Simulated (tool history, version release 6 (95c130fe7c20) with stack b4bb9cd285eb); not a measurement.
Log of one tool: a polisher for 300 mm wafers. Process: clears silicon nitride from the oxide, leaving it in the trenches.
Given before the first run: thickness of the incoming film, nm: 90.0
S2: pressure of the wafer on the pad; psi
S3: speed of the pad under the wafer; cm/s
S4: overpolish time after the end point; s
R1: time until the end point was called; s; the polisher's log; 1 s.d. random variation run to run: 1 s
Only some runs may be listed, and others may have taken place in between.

{"run": 1, "hour": 0.0, "flow of slurry (ml/min)": 290, "S2": 2.3, "S3": 122, "S4": 6, "R1": 89.486}
{"run": 2, "hour": 4.9, "flow of slurry (ml/min)": 290, "S2": 2.5, "S3": 124, "S4": 6, "R1": 80.222}
{"run": 3, "hour": 9.2, "flow of slurry (ml/min)": 290, "S2": 2.5, "S3": 108, "S4": 6, "R1": 95.0}
{"run": 4, "hour": 16.5, "flow of slurry (ml/min)": 290, "S2": 2.7, "S3": 110, "S4": 6, "R1": 83.794}
{"run": 5, "hour": 17.2, "flow of slurry (ml/min)": 290, "S2": 2.9, "S3": 110, "S4": 6, "R1": 79.639}
{"run": 6, "hour": 18.8, "flow of slurry (ml/min)": 290, "S2": 3.0, "S3": 112, "S4": 6, "R1": 72.441}
{"run": 7, "hour": 25.6, "flow of slurry (ml/min)": 290, "S2": 3.1, "S3": 112, "S4": 6, "R1": 73.022}

What will run 8 give?
{"run": 8, "hour": 29.8, "flow of slurry (ml/min)": 290, "S2": 3.2, "S3": 114, "S4": 6, "R1": "?"}

R1: 68.105 s
